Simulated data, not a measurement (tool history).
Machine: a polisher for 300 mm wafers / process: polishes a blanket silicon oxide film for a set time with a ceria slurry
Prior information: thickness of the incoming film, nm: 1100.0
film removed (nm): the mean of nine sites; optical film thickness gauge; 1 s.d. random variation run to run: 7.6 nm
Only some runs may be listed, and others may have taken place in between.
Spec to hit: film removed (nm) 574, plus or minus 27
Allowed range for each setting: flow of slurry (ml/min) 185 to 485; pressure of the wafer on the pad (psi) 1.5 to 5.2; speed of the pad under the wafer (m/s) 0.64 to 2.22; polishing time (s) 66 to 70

run  hour  flow of slurry (ml/min)  pressure of the wafer on the pad (psi)  speed of the pad under the wafer (m/s)  polishing time (s)  film removed (nm)
  1     0                      310                                     3.3                                    1.42                  66             390.99
  2   2.6                      310                                     3.6                                    1.44                  66             430.06
  3  11.4                      310                                     3.9                                    1.44                  66             459.14
  4  19.3                      310                                     3.9                                     1.7                  66             517.83
  5  21.6                      310                                     3.3                                     1.7                  66             476.01
  6  28.7                      310                                     3.5                                    1.72                  66             489.66
  7  31.5                      310                                     3.7                                    1.74                  66             523.33
  8  37.9                      310                                     3.8                                    1.74                  66             516.14
  9    46                      310                                     3.9                                    1.76                  66             530.36
 10  51.3                      310                                       4                                    1.76                  66             544.76

Which of these 5 next moves meets every target?
  A  56.6                      300                                       4                                     1.6                  66                  ?
  B  56.6                      280                                     3.4                                    1.68                  66                  ?
  C  56.6                      380                                     4.5                                    1.48                  70                  ?
  D  56.6                      330                                     4.8                                    1.42                  66                  ?
  E  56.6                      260                                     4.5                                    1.54                  66                  ?

move  film removed (nm)
   A             509.07
   B             465.73
   C             567.57
   D             538.78
   E             532.32
A: lands further from the targets than the last run did
B: lands further from the targets than the last run did
C: in spec on every target
D: lands further from the targets than the last run did
E: lands further from the targets than the last run did
The move that meets every target is C.
